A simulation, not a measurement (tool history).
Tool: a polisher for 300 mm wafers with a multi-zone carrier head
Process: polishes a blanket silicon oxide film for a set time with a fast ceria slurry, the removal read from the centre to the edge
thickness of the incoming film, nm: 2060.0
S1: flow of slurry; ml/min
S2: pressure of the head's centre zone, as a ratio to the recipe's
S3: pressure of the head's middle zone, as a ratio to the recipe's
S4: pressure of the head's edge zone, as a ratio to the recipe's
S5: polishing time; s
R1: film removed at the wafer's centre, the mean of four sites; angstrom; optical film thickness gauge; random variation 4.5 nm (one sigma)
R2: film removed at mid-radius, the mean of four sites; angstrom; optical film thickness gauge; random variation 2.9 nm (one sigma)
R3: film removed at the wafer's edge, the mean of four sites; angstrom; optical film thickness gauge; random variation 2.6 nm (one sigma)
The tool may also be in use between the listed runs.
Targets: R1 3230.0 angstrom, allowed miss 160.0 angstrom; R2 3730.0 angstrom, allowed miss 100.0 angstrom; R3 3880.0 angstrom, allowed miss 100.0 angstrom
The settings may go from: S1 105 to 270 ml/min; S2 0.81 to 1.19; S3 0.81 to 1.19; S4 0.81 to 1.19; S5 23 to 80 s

run    day   S1    S2    S3    S4  S5      R1      R2      R3
  1  0.000  175  1.00  1.00  1.00  51  7780.5  7341.9  7518.9
  2  0.167  160  0.96  0.99  0.98  45  6737.3  6351.7  6469.0
  3  0.271  160  0.96  0.99  0.98  49  7356.9  6897.0  7053.8
  4  0.612  160  0.96  0.99  0.98  60  8887.1  8520.6  8741.1
  5  0.862  150  0.93  0.98  0.97  52  7269.2  7196.4  7240.6
  6  1.067  150  0.93  0.98  1.05  52  7432.5  7142.3  7651.5
  7  1.371  140  0.90  0.97  1.03  46  6229.6  6117.5  6517.4
  8  1.433  130  0.88  0.98  1.03  41  5405.7  5361.9  5842.0
  9  1.517  130  0.88  0.98  1.03  41  5268.0  5479.2  5794.5
 10  1.808  125  0.87  0.98  1.03  37  4898.7  4844.8  5301.0
 11  1.888  120  0.86  1.01  1.03  34  4273.7  4554.4  4751.7
 12  1.967  115  0.85  1.02  1.04  32  3851.9  4189.1  4415.3
 13  2.262  115  0.85  1.02  1.04  32  4006.0  4158.3  4480.4
 14  2.408  115  0.84  1.05  1.05  32  3922.4  4315.3  4471.1
 15  2.471  115  0.83  1.06  1.06  31  3767.3  4152.7  4340.9
     2.542  -- centre zone pressure recalibrated
 16  2.542  115  0.83  1.07  1.07  30  3308.4  4058.9  4227.8
 17  2.588  110  0.83  1.05  1.02  26  2968.5  3457.8  3524.1
 18  2.742  120  0.83  1.04  1.02  26  2978.8  3515.4  3623.6
 19  2.879  125  0.84  1.04  1.02  26  3044.7  3510.4  3649.6
 20  3.096  175  0.84  1.07  1.07  26  3300.5  3939.1  3939.1
 21  3.321  170  0.84  1.06  1.07  26  3321.0  3876.0  3905.8
 22  3.671  165  0.84  1.06  1.07  26  3295.9  3886.2  3847.1

Which of these 5 next moves meets every target?
  A  4.021  140  0.83  1.02  1.04  27   ?   ?   ?
  B  4.021  220  0.81  1.10  0.92  26   ?   ?   ?
  C  4.021  195  0.81  1.13  1.06  24   ?   ?   ?
  D  4.021  155  0.92  1.19  1.06  25   ?   ?   ?
  E  4.021  170  0.81  1.10  1.01  26   ?   ?   ?

move      R1      R2      R3
   A  3163.1  3729.8  3959.2
   B  3285.5  4106.4  3818.0
   C  2972.8  3790.5  3720.5
   D  3245.1  3920.6  3754.9
   E  3135.3  3936.9  3868.5
A: meets every target
B: further off than the last run
C: brings the result that was furthest off to its target, and leaves another outside
D: further off than the last run
E: further off than the last run
Answer: A

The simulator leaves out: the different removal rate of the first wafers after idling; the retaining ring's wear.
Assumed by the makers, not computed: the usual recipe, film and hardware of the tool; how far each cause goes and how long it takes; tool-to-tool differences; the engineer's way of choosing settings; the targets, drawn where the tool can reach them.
